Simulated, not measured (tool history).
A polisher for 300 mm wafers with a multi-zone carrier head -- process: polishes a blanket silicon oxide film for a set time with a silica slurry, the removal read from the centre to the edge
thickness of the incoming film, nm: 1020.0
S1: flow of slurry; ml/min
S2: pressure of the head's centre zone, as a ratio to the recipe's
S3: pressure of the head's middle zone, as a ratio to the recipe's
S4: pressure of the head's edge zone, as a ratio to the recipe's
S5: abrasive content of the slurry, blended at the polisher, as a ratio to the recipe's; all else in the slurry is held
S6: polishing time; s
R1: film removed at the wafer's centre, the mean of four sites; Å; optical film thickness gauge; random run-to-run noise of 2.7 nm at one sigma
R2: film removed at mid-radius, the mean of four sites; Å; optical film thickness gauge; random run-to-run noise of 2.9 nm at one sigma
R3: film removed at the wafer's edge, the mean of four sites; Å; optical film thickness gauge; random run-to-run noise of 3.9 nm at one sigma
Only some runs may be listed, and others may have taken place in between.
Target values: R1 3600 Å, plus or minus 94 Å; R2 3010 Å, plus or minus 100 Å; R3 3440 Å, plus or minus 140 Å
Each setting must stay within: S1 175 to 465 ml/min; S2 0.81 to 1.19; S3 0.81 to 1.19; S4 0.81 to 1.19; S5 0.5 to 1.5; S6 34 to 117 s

run 1 day=0 | S1=295 S2=1 S3=1 S4=1 S5=1 S6=75 | R1=2798.4 R2=2805.8 R3=2925.7
run 2 day=0.35 | S1=305 S2=1.04 S3=1 S4=1.04 S5=1.05 S6=75 | R1=3036.4 R2=2895.7 R3=3099.7
run 3 day=0.421 | S1=320 S2=1.06 S3=1 S4=1.06 S5=1.05 S6=75 | R1=3036.5 R2=2893.6 R3=3075.8
run 4 day=0.467 | S1=315 S2=1.08 S3=0.99 S4=1.07 S5=1.1 S6=75 | R1=3166.6 R2=2945.1 R3=3223.8
run 5 day=0.629 | S1=255 S2=1.08 S3=0.99 S4=1.07 S5=1.1 S6=75 | R1=3076.6 R2=2881.5 R3=3098.6
run 6 day=0.812 | S1=255 S2=1.08 S3=0.99 S4=1.07 S5=1.1 S6=60 | R1=2420.7 R2=2302.4 R3=2449.6
run 7 day=0.904 | S1=285 S2=1.11 S3=0.98 S4=1.08 S5=1.2 S6=61 | R1=2664 R2=2401.9 R3=2642
run 8 day=0.946 | S1=310 S2=1.13 S3=0.99 S4=1.09 S5=1.25 S6=62 | R1=2875.6 R2=2543.6 R3=2795.7
run 9 day=1.288 | S1=330 S2=1.14 S3=1 S4=1.11 S5=1.3 S6=62 | R1=2960.4 R2=2639 R3=2859.9
run 10 day=1.454 | S1=345 S2=1.15 S3=0.99 S4=1.13 S5=1.35 S6=63 | R1=3109.1 R2=2729 R3=3035.4
run 11 day=1.583 | S1=360 S2=1.16 S3=0.99 S4=1.14 S5=1.4 S6=63 | R1=3213.8 R2=2795.9 R3=3070.3
run 12 day=1.779 | S1=370 S2=1.16 S3=0.98 S4=1.15 S5=1.4 S6=64 | R1=3234.4 R2=2769.2 R3=3111.2
run 13 day=1.871 | S1=370 S2=1.16 S3=0.98 S4=1.15 S5=1.4 S6=64 | R1=3269.9 R2=2749.7 R3=3153.9
run 14 day=2.088 | S1=370 S2=1.16 S3=0.98 S4=1.15 S5=1.4 S6=64 | R1=3277.3 R2=2783.3 R3=3108.8
run 15 day=2.112 | S1=370 S2=1.16 S3=0.98 S4=1.16 S5=1.4 S6=65 | R1=3309.5 R2=2805.2 R3=3224.5
run 16 day=2.408 | S1=375 S2=1.17 S3=0.98 S4=1.17 S5=1.4 S6=65 | R1=3313.1 R2=2771.6 R3=3254.6
run 17 day=2.442 | S1=380 S2=1.17 S3=0.98 S4=1.17 S5=1.4 S6=65 | R1=3367.8 R2=2852.8 R3=3178
run 18 day=2.638 | S1=380 S2=1.17 S3=0.98 S4=1.17 S5=1.4 S6=66 | R1=3443.9 R2=2882 R3=3293.6
run 19 day=2.767 | S1=385 S2=1.17 S3=0.98 S4=1.17 S5=1.4 S6=66 | R1=3423.8 R2=2872.4 R3=3323.4
-- day=2.862 slurry nozzle cleaned
run 20 day=2.862 | S1=395 S2=1.17 S3=0.99 S4=1.17 S5=1.4 S6=66 | R1=3510.5 R2=2968 R3=3337.1
run 21 day=3.058 | S1=400 S2=1.17 S3=0.99 S4=1.17 S5=1.4 S6=66 | R1=3525.1 R2=2973 R3=3322.6

Which single option among these 5 for the next run brings every result within its allowed miss of target? Just one does.
run A day=3.254 | S1=430 S2=1.16 S3=1.03 S4=1.12 S5=1.35 S6=65 | R1=? R2=? R3=?
run B day=3.254 | S1=400 S2=1.1 S3=0.92 S4=1.19 S5=1.5 S6=67 | R1=? R2=? R3=?
run C day=3.254 | S1=465 S2=1.14 S3=0.95 S4=1.13 S5=1.35 S6=70 | R1=? R2=? R3=?
run D day=3.254 | S1=465 S2=1.19 S3=1.05 S4=1.09 S5=1.4 S6=62 | R1=? R2=? R3=?
run E day=3.254 | S1=465 S2=1.18 S3=1.02 S4=1.11 S5=1.3 S6=64 | R1=? R2=? R3=?

move=A R1=3408.5 R2=3004.8 R3=3127.7
move=B R1=3442.8 R2=2913.1 R3=3448.9
move=C R1=3627.2 R2=3039.1 R3=3401.2
move=D R1=3400.2 R2=2968.7 R3=2994.5
move=E R1=3383.4 R2=2907.1 R3=3034.3
A: its largest miss is bigger than the last run's
B: the worst result of the last run now meets its target, but another is out of spec
C: in spec on every target
D: its largest miss is bigger than the last run's
E: its largest miss is bigger than the last run's
The move that meets every target is C.
